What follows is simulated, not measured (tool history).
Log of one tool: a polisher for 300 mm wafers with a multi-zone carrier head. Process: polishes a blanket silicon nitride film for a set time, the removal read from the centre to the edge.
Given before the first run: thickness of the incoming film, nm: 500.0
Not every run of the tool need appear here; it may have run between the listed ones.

run,hour,flow of slurry (ml/min),pressure of the head's centre zone,pressure of the head's middle zone,pressure of the head's edge zone,polishing time (s),film removed at the wafer's centre (angstrom),film removed at mid-radius (angstrom),film removed at the wafer's edge (angstrom)
1,0,150,1,1,1,42,536.49,548,522.68
2,3.1,155,1.01,1.01,1.02,42,543.35,570.65,523.53
3,10,130,1.01,1.01,1.02,42,525.54,531.5,509.39
4,19.1,130,1.01,1.07,1.02,42,528.15,568.26,513.31
5,24.3,140,1.02,1.06,1.04,42,541.22,574.33,521.07
6,25.2,140,0.95,1.06,1.04,42,503.7,561.69,527.13

For run 7, what comes out?
7,26,150,0.97,1.05,1.06,42,?,?,?

{"run 7": {"film removed at the wafer's centre (angstrom)": 527.5, "film removed at mid-radius (angstrom)": 568.64, "film removed at the wafer's edge (angstrom)": 543.24}}

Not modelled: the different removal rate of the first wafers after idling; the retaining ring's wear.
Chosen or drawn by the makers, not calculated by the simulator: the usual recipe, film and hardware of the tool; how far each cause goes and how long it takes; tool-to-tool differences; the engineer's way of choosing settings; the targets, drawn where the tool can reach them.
